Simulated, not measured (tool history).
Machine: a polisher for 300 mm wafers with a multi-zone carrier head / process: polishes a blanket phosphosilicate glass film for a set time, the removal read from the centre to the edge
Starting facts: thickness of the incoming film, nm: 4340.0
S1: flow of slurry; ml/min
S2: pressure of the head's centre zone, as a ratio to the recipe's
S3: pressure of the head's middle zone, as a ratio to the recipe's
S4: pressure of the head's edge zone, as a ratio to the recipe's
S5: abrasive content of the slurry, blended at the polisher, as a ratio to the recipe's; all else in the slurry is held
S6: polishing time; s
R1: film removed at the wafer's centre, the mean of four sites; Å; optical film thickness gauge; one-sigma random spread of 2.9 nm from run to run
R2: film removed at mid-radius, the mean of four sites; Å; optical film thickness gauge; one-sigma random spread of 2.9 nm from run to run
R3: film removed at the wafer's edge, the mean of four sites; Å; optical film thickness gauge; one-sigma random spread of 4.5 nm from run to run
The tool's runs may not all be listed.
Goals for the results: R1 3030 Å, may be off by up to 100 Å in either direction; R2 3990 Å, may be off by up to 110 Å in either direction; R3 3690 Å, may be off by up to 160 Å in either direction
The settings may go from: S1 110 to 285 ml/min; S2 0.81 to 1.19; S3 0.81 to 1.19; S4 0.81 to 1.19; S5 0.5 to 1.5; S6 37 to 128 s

run	hour	S1	S2	S3	S4	S5	S6	R1	R2	R3
1	0	180	1	1	1	1	82	4265.5	4268.9	4199.1
2	1	180	1	1	1	1	69	3539.7	3593.7	3465.6
3	8	195	1	1	1	1	69	3649.8	3659.2	3509.5
4	15.2	195	1	1	1	1	83	4256	4352.7	4248.5
5	23.8	195	0.94	1.02	1	0.9	83	3912.4	4324.1	4139.2
6	27.8	195	0.94	1.02	1.04	0.9	83	3968.5	4297.1	4084.8
7	33.8	180	0.9	1.03	1.01	0.85	83	3669.4	4231.5	4071.8
8	38.9	180	0.87	1.04	1	0.75	83	3485.1	4104.5	3874.6
9	47.8	160	0.85	1.06	1.01	0.75	83	3295.2	4112.2	3805.2
10	48.3	115	0.81	1.06	1.01	0.75	83	2833.3	3742.4	3634.5

Consider the 5 candidate settings below. Which is the only one whose results all fall within their allowed miss of target?
A	48.8	110	0.81	1.11	1.01	0.85	79	?	?	?
B	48.8	125	0.82	1.08	0.97	0.7	86	?	?	?
C	48.8	125	0.86	0.88	0.93	0.85	81	?	?	?
D	48.8	110	0.94	0.93	0.97	0.9	78	?	?	?
E	48.8	110	0.91	0.99	1.03	0.5	95	?	?	?

move	R1	R2	R3
A	2746.4	3778.2	3498.7
B	3002.9	3971.2	3658.2
C	3119.2	3362.1	3578.2
D	3196.1	3299.6	3461.4
E	3245.9	3631.4	3713.3
A: misses by more than the last run did
B: in spec on every target
C: misses by more than the last run did
D: misses by more than the last run did
E: misses by more than the last run did
Go with B: it meets all targets.
